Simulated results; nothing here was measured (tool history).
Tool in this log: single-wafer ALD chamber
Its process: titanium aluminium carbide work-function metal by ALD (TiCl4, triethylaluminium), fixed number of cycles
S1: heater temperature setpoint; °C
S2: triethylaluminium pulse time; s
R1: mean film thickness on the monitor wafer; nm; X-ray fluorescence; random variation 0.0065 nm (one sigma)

run    day   S1     S2      R1
  1  0.000  290   8.35  1.8074
  2  0.088  286   8.35  1.7666
  3  0.129  292   8.52  1.8222
  4  0.233  297   8.70  1.8758
  5  0.475  297  10.80  1.9226
  6  0.812  290  10.80  1.8584
  7  1.179  294  10.96  1.9114
  8  1.317  296  11.03  1.9114

Estimate the outcome of run 9 from the log above:
  9  1.533  298  11.14   ?

For run 9 the tool returned R1 1.9335 nm.
